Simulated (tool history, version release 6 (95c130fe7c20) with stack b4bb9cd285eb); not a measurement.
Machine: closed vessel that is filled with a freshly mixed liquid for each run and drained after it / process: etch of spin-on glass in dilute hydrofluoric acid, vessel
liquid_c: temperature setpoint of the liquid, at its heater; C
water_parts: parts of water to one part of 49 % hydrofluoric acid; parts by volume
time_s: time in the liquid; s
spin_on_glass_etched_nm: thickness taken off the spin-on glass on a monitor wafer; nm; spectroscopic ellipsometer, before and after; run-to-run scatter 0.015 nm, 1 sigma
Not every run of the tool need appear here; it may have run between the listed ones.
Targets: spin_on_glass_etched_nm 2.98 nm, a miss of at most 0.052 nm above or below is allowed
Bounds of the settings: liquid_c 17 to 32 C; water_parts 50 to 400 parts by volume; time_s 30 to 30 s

{"run": 1, "day": 0.0, "liquid_c": 24, "water_parts": 225, "time_s": 30, "spin_on_glass_etched_nm": 3.8085}
{"run": 2, "day": 0.275, "liquid_c": 23, "water_parts": 225, "time_s": 30, "spin_on_glass_etched_nm": 3.6485}
{"run": 3, "day": 0.488, "liquid_c": 21.5, "water_parts": 225, "time_s": 30, "spin_on_glass_etched_nm": 3.4601}
{"run": 4, "day": 0.604, "liquid_c": 23.5, "water_parts": 225, "time_s": 30, "spin_on_glass_etched_nm": 3.7148}
{"run": 5, "day": 0.85, "liquid_c": 23.5, "water_parts": 225, "time_s": 30, "spin_on_glass_etched_nm": 3.7327}
{"run": 6, "day": 1.208, "liquid_c": 23.5, "water_parts": 225, "time_s": 30, "spin_on_glass_etched_nm": 3.722}
{"run": 7, "day": 1.558, "liquid_c": 23.5, "water_parts": 225, "time_s": 30, "spin_on_glass_etched_nm": 3.726}
{"run": 8, "day": 1.896, "liquid_c": 22.5, "water_parts": 225, "time_s": 30, "spin_on_glass_etched_nm": 3.5948}
{"run": 9, "day": 2.158, "liquid_c": 21.5, "water_parts": 225, "time_s": 30, "spin_on_glass_etched_nm": 3.487}
{"run": 10, "day": 2.346, "liquid_c": 21, "water_parts": 225, "time_s": 30, "spin_on_glass_etched_nm": 3.3889}

Which one of the following 4 next-run settings gets every result inside its allowed miss? There is exactly one.
{"run": "A", "day": 2.533, "liquid_c": 21, "water_parts": 240, "time_s": 30, "spin_on_glass_etched_nm": "?"}
{"run": "B", "day": 2.533, "liquid_c": 19.5, "water_parts": 205, "time_s": 30, "spin_on_glass_etched_nm": "?"}
{"run": "C", "day": 2.533, "liquid_c": 21.5, "water_parts": 255, "time_s": 30, "spin_on_glass_etched_nm": "?"}
{"run": "D", "day": 2.533, "liquid_c": 22, "water_parts": 245, "time_s": 30, "spin_on_glass_etched_nm": "?"}

move=A spin_on_glass_etched_nm=3.1283
move=B spin_on_glass_etched_nm=3.5676
move=C spin_on_glass_etched_nm=2.9601
move=D spin_on_glass_etched_nm=3.1673
A: closes in on the targets versus the last run, not all within tolerance yet
B: its largest miss is bigger than the last run's
C: each result inside its tolerance
D: closes in on the targets versus the last run, not all within tolerance yet
Correct choice: C, which meets every target

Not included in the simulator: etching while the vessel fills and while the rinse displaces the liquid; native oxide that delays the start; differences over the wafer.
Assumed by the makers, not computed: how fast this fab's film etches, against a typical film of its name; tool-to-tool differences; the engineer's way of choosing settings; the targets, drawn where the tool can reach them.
